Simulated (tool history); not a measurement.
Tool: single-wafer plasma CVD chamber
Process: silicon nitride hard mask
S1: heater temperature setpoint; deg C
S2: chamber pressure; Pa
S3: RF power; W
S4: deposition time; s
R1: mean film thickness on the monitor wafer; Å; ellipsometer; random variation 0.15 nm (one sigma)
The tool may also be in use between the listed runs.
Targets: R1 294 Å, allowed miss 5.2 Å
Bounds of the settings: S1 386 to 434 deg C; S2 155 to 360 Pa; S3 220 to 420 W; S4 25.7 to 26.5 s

{"run": 1, "hour": 0.0, "S1": 410, "S2": 257, "S3": 320, "S4": 25.7, "R1": 326.18}
{"run": 2, "hour": 8.6, "S1": 418, "S2": 257, "S3": 320, "S4": 25.7, "R1": 321.34}
{"run": 3, "hour": 10.0, "S1": 418, "S2": 249, "S3": 320, "S4": 25.7, "R1": 315.98}
{"run": 4, "hour": 17.8, "S1": 419, "S2": 244, "S3": 320, "S4": 25.7, "R1": 315.44}
{"run": 5, "hour": 22.5, "S1": 419, "S2": 244, "S3": 320, "S4": 25.7, "R1": 312.77}
{"run": 6, "hour": 24.2, "S1": 420, "S2": 240, "S3": 320, "S4": 25.7, "R1": 313.58}
{"run": 7, "hour": 25.5, "S1": 420, "S2": 235, "S3": 320, "S4": 25.7, "R1": 309.22}
{"run": 8, "hour": 30.5, "S1": 420, "S2": 231, "S3": 320, "S4": 25.7, "R1": 304.54}
{"run": 9, "hour": 36.2, "S1": 420, "S2": 204, "S3": 315, "S4": 25.7, "R1": 286.74}

5 next moves are on the table. One of them brings every result within its allowed miss. Which?
{"run": "A", "hour": 41.9, "S1": 421, "S2": 193, "S3": 325, "S4": 26.5, "R1": "?"}
{"run": "B", "hour": 41.9, "S1": 414, "S2": 223, "S3": 285, "S4": 25.7, "R1": "?"}
{"run": "C", "hour": 41.9, "S1": 431, "S2": 188, "S3": 330, "S4": 25.7, "R1": "?"}
{"run": "D", "hour": 41.9, "S1": 420, "S2": 207, "S3": 295, "S4": 26.2, "R1": "?"}
{"run": "E", "hour": 41.9, "S1": 422, "S2": 211, "S3": 300, "S4": 25.7, "R1": "?"}

move=A R1=291.43
move=B R1=279.77
move=C R1=279.97
move=D R1=280.79
move=E R1=280.84
A: meets every target
B: further off than the last run
C: further off than the last run
D: further off than the last run
E: further off than the last run
Answer: A

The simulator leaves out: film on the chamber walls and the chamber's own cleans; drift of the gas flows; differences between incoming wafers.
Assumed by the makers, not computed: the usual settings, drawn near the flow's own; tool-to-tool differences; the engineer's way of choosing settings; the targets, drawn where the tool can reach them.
